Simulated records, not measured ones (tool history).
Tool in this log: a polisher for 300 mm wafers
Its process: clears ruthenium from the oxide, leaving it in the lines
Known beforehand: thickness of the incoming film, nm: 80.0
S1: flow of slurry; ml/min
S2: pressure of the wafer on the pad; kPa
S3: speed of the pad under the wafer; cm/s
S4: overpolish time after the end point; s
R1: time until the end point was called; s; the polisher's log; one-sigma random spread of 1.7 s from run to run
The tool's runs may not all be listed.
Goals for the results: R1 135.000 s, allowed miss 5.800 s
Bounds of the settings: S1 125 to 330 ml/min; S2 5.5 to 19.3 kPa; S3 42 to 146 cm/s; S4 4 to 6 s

{"run": 1, "hour": 0.0, "S1": 210, "S2": 12.4, "S3": 94, "S4": 6, "R1": 103.63}
{"run": 2, "hour": 8.7, "S1": 210, "S2": 11.7, "S3": 94, "S4": 6, "R1": 110.7}
{"run": 3, "hour": 13.4, "S1": 210, "S2": 14.5, "S3": 94, "S4": 6, "R1": 97.676}
{"run": 4, "hour": 16.7, "S1": 240, "S2": 14.5, "S3": 94, "S4": 6, "R1": 90.928}
{"run": 5, "hour": 18.3, "S1": 285, "S2": 14.5, "S3": 94, "S4": 6, "R1": 92.448}
{"run": 6, "hour": 25.4, "S1": 325, "S2": 14.5, "S3": 94, "S4": 6, "R1": 89.952}
{"run": 7, "hour": 27.0, "S1": 325, "S2": 13.8, "S3": 94, "S4": 6, "R1": 92.646}
{"run": 8, "hour": 33.8, "S1": 320, "S2": 10.3, "S3": 90, "S4": 6, "R1": 113.66}
{"run": 9, "hour": 36.7, "S1": 320, "S2": 9.7, "S3": 90, "S4": 6, "R1": 116.87}
{"run": 10, "hour": 40.7, "S1": 320, "S2": 9.0, "S3": 90, "S4": 6, "R1": 125.03}
{"run": 11, "hour": 44.5, "S1": 320, "S2": 8.3, "S3": 90, "S4": 6, "R1": 126.11}

Next run, 4 choices. One meets every target within its allowed miss, the rest don't. Which?
{"run": "A", "hour": 48.3, "S1": 310, "S2": 8.3, "S3": 78, "S4": 4, "R1": "?"}
{"run": "B", "hour": 48.3, "S1": 325, "S2": 6.2, "S3": 84, "S4": 6, "R1": "?"}
{"run": "C", "hour": 48.3, "S1": 285, "S2": 9.7, "S3": 80, "S4": 6, "R1": "?"}
{"run": "D", "hour": 48.3, "S1": 305, "S2": 6.9, "S3": 84, "S4": 5, "R1": "?"}

move=A R1=142.730
move=B R1=152.410
move=C R1=130.390
move=D R1=146.600
A: carries the result that was furthest off beyond its target, to the other side
B: carries the result that was furthest off beyond its target, to the other side
C: hits every target within its allowed miss
D: carries the result that was furthest off beyond its target, to the other side
The right move is C.
